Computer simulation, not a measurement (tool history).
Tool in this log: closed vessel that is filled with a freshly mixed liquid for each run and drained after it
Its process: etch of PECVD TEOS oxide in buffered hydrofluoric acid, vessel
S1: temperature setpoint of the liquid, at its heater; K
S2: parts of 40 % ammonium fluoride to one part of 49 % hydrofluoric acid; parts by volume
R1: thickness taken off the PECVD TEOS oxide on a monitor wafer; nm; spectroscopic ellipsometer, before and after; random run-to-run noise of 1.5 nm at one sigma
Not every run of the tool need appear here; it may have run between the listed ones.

run 1 hour=0.0 | S1=297.15 S2=11.0 time_in_the_liquid_(s)=95 | R1=288.54
run 2 hour=5.4 | S1=295.15 S2=11.0 time_in_the_liquid_(s)=95 | R1=254.48
run 3 hour=7.4 | S1=295.15 S2=8.0 time_in_the_liquid_(s)=95 | R1=345.63
run 4 hour=9.4 | S1=292.15 S2=8.0 time_in_the_liquid_(s)=95 | R1=286.44
run 5 hour=10.8 | S1=290.15 S2=8.0 time_in_the_liquid_(s)=95 | R1=258.13
run 6 hour=14.5 | S1=290.15 S2=8.0 time_in_the_liquid_(s)=105 | R1=284.13
run 7 hour=21.9 | S1=290.15 S2=9.0 time_in_the_liquid_(s)=105 | R1=249.39
run 8 hour=30.0 | S1=290.15 S2=9.0 time_in_the_liquid_(s)=105 | R1=253.81

Run 9 comes next. What will it give?
run 9 hour=37.1 | S1=290.15 S2=9.5 time_in_the_liquid_(s)=105 | R1=?

R1: 243.02 nm
